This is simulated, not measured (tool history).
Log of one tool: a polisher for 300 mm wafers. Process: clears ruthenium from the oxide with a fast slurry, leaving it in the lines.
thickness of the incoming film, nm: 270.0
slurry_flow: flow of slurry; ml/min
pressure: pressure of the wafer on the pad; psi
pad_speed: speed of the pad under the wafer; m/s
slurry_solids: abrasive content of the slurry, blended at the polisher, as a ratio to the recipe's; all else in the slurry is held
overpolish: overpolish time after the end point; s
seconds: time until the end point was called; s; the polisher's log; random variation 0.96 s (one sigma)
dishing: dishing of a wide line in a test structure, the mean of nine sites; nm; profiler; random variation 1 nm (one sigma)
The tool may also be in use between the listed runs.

{"run": 1, "day": 0.0, "slurry_flow": 130, "pressure": 2.5, "pad_speed": 1.26, "slurry_solids": 1.0, "overpolish": 18, "seconds": 66.637, "dishing": 65.673}
{"run": 2, "day": 0.246, "slurry_flow": 130, "pressure": 2.1, "pad_speed": 1.26, "slurry_solids": 1.0, "overpolish": 18, "seconds": 77.809, "dishing": 58.772}
{"run": 3, "day": 0.529, "slurry_flow": 125, "pressure": 2.0, "pad_speed": 1.26, "slurry_solids": 1.0, "overpolish": 20, "seconds": 80.336, "dishing": 61.142}
{"run": 4, "day": 0.662, "slurry_flow": 145, "pressure": 2.0, "pad_speed": 1.26, "slurry_solids": 1.0, "overpolish": 20, "seconds": 80.087, "dishing": 62.781}
{"run": 5, "day": 0.908, "slurry_flow": 145, "pressure": 2.0, "pad_speed": 1.26, "slurry_solids": 1.0, "overpolish": 17, "seconds": 80.172, "dishing": 53.393}
{"run": 6, "day": 1.079, "slurry_flow": 145, "pressure": 1.6, "pad_speed": 1.26, "slurry_solids": 1.0, "overpolish": 17, "seconds": 98.673, "dishing": 45.352}
{"run": 7, "day": 1.229, "slurry_flow": 145, "pressure": 1.6, "pad_speed": 1.26, "slurry_solids": 1.0, "overpolish": 19, "seconds": 98.559, "dishing": 49.417}

Forecast run 8:
{"run": 8, "day": 1.25, "slurry_flow": 145, "pressure": 1.6, "pad_speed": 1.26, "slurry_solids": 1.0, "overpolish": 21, "seconds": "?", "dishing": "?"}

seconds: 99.899 s
dishing: 56.162 nm

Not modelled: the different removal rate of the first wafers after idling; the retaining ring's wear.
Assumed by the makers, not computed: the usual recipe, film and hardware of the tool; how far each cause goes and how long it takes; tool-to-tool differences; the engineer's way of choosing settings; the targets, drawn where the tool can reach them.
